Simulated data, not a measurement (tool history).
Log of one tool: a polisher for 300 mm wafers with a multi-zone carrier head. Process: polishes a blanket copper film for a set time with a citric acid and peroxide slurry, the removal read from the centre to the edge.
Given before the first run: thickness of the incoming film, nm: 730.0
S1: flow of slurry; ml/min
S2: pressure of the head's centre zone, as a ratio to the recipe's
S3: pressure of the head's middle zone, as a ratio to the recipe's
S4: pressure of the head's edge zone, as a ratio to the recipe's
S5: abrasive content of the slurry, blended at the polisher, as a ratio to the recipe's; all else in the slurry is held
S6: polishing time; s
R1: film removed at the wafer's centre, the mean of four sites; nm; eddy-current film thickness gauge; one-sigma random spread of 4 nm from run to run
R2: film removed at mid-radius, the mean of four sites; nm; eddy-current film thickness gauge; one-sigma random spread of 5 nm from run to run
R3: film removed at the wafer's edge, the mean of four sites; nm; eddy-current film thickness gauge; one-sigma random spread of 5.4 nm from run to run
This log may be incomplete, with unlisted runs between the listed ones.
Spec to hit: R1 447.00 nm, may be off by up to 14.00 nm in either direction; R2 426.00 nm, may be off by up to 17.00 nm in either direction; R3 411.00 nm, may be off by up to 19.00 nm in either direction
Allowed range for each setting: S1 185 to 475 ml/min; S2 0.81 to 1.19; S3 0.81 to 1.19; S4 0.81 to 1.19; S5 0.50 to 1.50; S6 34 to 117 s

run 1 hour=0.0 | S1=305 S2=1.00 S3=1.00 S4=1.00 S5=1.00 S6=75 | R1=283.74 R2=271.90 R3=282.97
run 2 hour=5.8 | S1=310 S2=1.03 S3=1.04 S4=1.03 S5=1.15 S6=79 | R1=320.09 R2=311.26 R3=312.17
run 3 hour=10.9 | S1=315 S2=1.05 S3=1.06 S4=1.06 S5=1.25 S6=82 | R1=343.18 R2=338.78 R3=336.16
run 4 hour=16.0 | S1=315 S2=1.05 S3=1.06 S4=1.06 S5=1.25 S6=63 | R1=263.86 R2=261.51 R3=259.50
run 5 hour=20.2 | S1=320 S2=1.08 S3=1.07 S4=1.08 S5=1.30 S6=70 | R1=298.11 R2=288.34 R3=301.65
run 6 hour=21.7 | S1=325 S2=1.11 S3=1.10 S4=1.06 S5=1.35 S6=75 | R1=336.92 R2=326.30 R3=325.13
run 7 hour=24.3 | S1=330 S2=1.13 S3=1.12 S4=1.06 S5=1.40 S6=78 | R1=355.85 R2=351.98 R3=333.09
run 8 hour=28.8 | S1=330 S2=1.13 S3=1.12 S4=1.06 S5=1.40 S6=78 | R1=357.07 R2=348.71 R3=325.67
run 9 hour=37.2 | S1=335 S2=1.14 S3=1.13 S4=1.08 S5=1.45 S6=81 | R1=377.40 R2=368.00 R3=345.61

Which single option among these 4 for the next run brings every result within its allowed miss of target? Just one does.
run A hour=45.6 | S1=380 S2=1.13 S3=1.09 S4=1.07 S5=1.35 S6=97 | R1=? R2=? R3=?
run B hour=45.6 | S1=335 S2=1.16 S3=1.18 S4=1.04 S5=1.50 S6=66 | R1=? R2=? R3=?
run C hour=45.6 | S1=350 S2=1.12 S3=1.13 S4=1.19 S5=1.50 S6=98 | R1=? R2=? R3=?
run D hour=45.6 | S1=265 S2=0.92 S3=0.86 S4=1.19 S5=1.45 S6=92 | R1=? R2=? R3=?

move=A R1=443.22 R2=418.60 R3=410.94
move=B R1=313.58 R2=311.05 R3=281.93
move=C R1=455.22 R2=446.43 R3=446.74
move=D R1=357.49 R2=322.43 R3=409.52
A: each result inside its tolerance
B: its largest miss is bigger than the last run's
C: brings the result that was furthest off to its target, and leaves another outside
D: its largest miss is bigger than the last run's
Correct choice: A, which meets every target
